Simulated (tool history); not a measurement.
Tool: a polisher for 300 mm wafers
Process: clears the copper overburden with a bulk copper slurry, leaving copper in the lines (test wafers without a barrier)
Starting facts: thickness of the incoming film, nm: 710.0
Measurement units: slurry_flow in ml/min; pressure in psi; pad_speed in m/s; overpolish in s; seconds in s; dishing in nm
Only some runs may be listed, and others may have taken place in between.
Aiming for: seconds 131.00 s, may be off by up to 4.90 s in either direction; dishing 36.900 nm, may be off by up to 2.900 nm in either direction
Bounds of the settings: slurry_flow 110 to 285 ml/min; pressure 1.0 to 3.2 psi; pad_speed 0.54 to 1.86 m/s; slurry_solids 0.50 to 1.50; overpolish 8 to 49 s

run   hour  slurry_flow  pressure  pad_speed  slurry_solids  overpolish  seconds  dishing
  1    0.0          180       2.1       1.18           1.00          25   104.21   86.118
  2    4.4          180       2.0       1.22           1.00          23   102.80   79.876
  3    9.8          180       1.7       1.22           1.00          23   122.41   72.531
  4   13.3          175       1.6       1.24           1.00          21   126.06   64.976
  5   17.8          175       1.6       1.48           1.00          21   107.98   73.347
  6   18.6          200       1.6       1.48           1.00          21   106.89   73.250
  7   27.1          210       1.5       1.48           1.00          19   112.97   63.587
  8   30.6          220       1.5       1.48           1.00          18   112.60   62.890
      32.0  -- slurry blender recalibrated
  9   32.0          230       1.4       1.50           1.00          17   113.24   60.436
 10   40.6          235       1.4       1.50           1.00          16   113.92   57.336
 11   48.9          240       1.4       1.50           1.00          15   113.56   54.722
 12   57.6          245       1.4       1.50           1.00          14   113.19   52.095
 13   63.3          250       1.4       1.50           1.00          13   112.02   50.233
 14   71.6          250       1.4       1.50           1.00          12   114.10   45.311
 15   77.6          250       1.3       1.48           1.00          10   123.52   37.151
 16   86.5          240       1.3       1.48           1.00          11   123.79   40.161
 17   92.3          230       1.3       1.48           1.00          11   124.59   39.894
 18   93.9          220       1.2       1.48           1.00           9   133.70   31.372
 19   95.4          225       1.2       1.48           1.00           9   136.71   30.649
 20  101.2          225       1.2       1.48           1.00           9   133.37   32.445

Next run, 4 choices. One meets every target within its allowed miss, the rest don't. Which?
  A  107.0          250       1.5       1.24           0.90          10        ?        ?
  B  107.0          215       1.2       1.50           1.00           9        ?        ?
  C  107.0          120       1.0       1.74           1.20          12        ?        ?
  D  107.0          230       1.0       1.60           1.05          10        ?        ?

move  seconds  dishing
   A   130.88   37.211
   B   133.46   32.932
   C   140.51   39.278
   D   146.36   32.806
A: in spec on every target
B: moves toward the targets from the last run without getting all of them in spec
C: brings the last run's worst result on target, with another outside its allowed miss
D: further off than the last run
Correct choice: A, which meets every target

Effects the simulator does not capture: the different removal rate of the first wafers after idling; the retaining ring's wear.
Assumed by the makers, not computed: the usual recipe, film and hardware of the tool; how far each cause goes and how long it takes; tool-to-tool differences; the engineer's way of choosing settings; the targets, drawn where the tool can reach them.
